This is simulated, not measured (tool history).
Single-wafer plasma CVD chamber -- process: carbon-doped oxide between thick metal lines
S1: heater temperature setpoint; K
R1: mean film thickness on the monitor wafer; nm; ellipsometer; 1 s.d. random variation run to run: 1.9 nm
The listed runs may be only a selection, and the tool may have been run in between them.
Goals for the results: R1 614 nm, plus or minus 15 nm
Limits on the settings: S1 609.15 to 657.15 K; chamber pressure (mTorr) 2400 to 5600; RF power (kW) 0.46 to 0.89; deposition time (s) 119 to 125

Run 1, day 0: S1 633.15 K, chamber pressure (mTorr) 4000, RF power (kW) 0.675, deposition time (s) 125. Result: R1 698.16 nm.
Run 2, day 0.325: S1 627.15 K, chamber pressure (mTorr) 4000, RF power (kW) 0.675, deposition time (s) 125. Result: R1 706.52 nm.
Run 3, day 0.65: S1 627.15 K, chamber pressure (mTorr) 4000, RF power (kW) 0.675, deposition time (s) 125. Result: R1 706.39 nm.
Run 4, day 0.892: S1 627.15 K, chamber pressure (mTorr) 4000, RF power (kW) 0.76, deposition time (s) 125. Result: R1 746.99 nm.
Run 5, day 1.067: S1 627.15 K, chamber pressure (mTorr) 3420, RF power (kW) 0.76, deposition time (s) 125. Result: R1 737.1 nm.
Run 6, day 1.275: S1 637.15 K, chamber pressure (mTorr) 3420, RF power (kW) 0.76, deposition time (s) 125. Result: R1 721.68 nm.
Run 7, day 1.354: S1 637.15 K, chamber pressure (mTorr) 3360, RF power (kW) 0.73, deposition time (s) 124. Result: R1 697 nm.
Run 8, day 1.633: S1 637.15 K, chamber pressure (mTorr) 3270, RF power (kW) 0.705, deposition time (s) 123. Result: R1 681.77 nm.
Run 9, day 1.812: S1 637.15 K, chamber pressure (mTorr) 3220, RF power (kW) 0.685, deposition time (s) 122. Result: R1 669.32 nm.
Run 10, day 2.058: S1 637.15 K, chamber pressure (mTorr) 3180, RF power (kW) 0.665, deposition time (s) 121. Result: R1 656.21 nm.
Run 11, day 2.35: S1 637.15 K, chamber pressure (mTorr) 3150, RF power (kW) 0.65, deposition time (s) 121. Result: R1 644.48 nm.
Run 12, day 2.379: S1 637.15 K, chamber pressure (mTorr) 3100, RF power (kW) 0.64, deposition time (s) 121. Result: R1 638.59 nm.
Run 13, day 2.708: S1 637.15 K, chamber pressure (mTorr) 3060, RF power (kW) 0.635, deposition time (s) 121. Result: R1 639.75 nm.
Run 14, day 2.962: S1 637.15 K, chamber pressure (mTorr) 3060, RF power (kW) 0.635, deposition time (s) 121. Result: R1 636.82 nm.
Run 15, day 3.262: S1 637.15 K, chamber pressure (mTorr) 3020, RF power (kW) 0.63, deposition time (s) 121. Result: R1 632.38 nm.

4 candidate next runs follow, results not yet known. Just one meets every target within its allowed miss. Identify it.
Run A, day 3.562: S1 624.15 K, chamber pressure (mTorr) 2420, RF power (kW) 0.47, deposition time (s) 123. Result: R1 ?.
Run B, day 3.562: S1 633.15 K, chamber pressure (mTorr) 3130, RF power (kW) 0.51, deposition time (s) 119. Result: R1 ?.
Run C, day 3.562: S1 625.15 K, chamber pressure (mTorr) 3040, RF power (kW) 0.505, deposition time (s) 125. Result: R1 ?.
Run D, day 3.562: S1 644.15 K, chamber pressure (mTorr) 2690, RF power (kW) 0.575, deposition time (s) 119. Result: R1 ?.

move      R1
   A  574.45
   B  573.52
   C  609.48
   D  585.79
A: moves the result that the last run missed by most past its target, out the other side
B: moves the result that the last run missed by most past its target, out the other side
C: each result inside its tolerance
D: moves the result that the last run missed by most past its target, out the other side
Correct choice: C, which meets every target
